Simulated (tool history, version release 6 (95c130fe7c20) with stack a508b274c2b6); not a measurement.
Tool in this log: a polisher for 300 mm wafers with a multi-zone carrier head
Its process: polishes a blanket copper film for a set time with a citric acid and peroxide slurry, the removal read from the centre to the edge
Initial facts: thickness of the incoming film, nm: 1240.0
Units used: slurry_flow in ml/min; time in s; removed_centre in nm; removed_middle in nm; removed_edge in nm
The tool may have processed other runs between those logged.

| run | hour | slurry_flow | centre_zone | middle_zone | edge_zone | slurry_solids | time | removed_centre | removed_middle | removed_edge |
|---|---|---|---|---|---|---|---|---|---|---|
| 1 | 0.0 | 125 | 1.00 | 1.00 | 1.00 | 1.00 | 64 | 199.30 | 199.10 | 192.49 |
| 2 | 1.0 | 115 | 0.97 | 0.95 | 0.99 | 0.85 | 60 | 172.71 | 172.37 | 174.08 |
| 3 | 3.9 | 115 | 0.97 | 0.95 | 0.93 | 0.85 | 60 | 171.56 | 171.53 | 170.01 |
| 4 | 6.8 | 105 | 0.96 | 0.91 | 0.94 | 0.75 | 56 | 151.82 | 147.89 | 150.14 |
| 5 | 12.8 | 100 | 0.94 | 0.88 | 0.98 | 0.70 | 54 | 139.93 | 132.91 | 147.06 |
| 6 | 21.4 | 95 | 0.92 | 0.86 | 0.96 | 0.65 | 53 | 128.14 | 125.16 | 138.95 |
| 7 | 27.6 | 90 | 0.92 | 0.85 | 0.95 | 0.60 | 52 | 121.30 | 118.50 | 133.61 |
| 8 | 32.3 | 85 | 0.92 | 0.84 | 0.94 | 0.55 | 52 | 116.46 | 113.47 | 130.63 |
| 9 | 37.2 | 85 | 0.92 | 0.83 | 0.93 | 0.55 | 52 | 116.00 | 113.18 | 128.91 |
| 10 | 38.4 | 75 | 0.92 | 0.81 | 0.93 | 0.50 | 50 | 105.13 | 100.03 | 116.62 |

For run 11, what comes out?
| 11 | 45.4 | 80 | 0.92 | 0.81 | 0.93 | 0.50 | 50 | ? | ? | ? |

{"run 11": {"removed_centre": 108.67, "removed_middle": 102.25, "removed_edge": 119.08}}
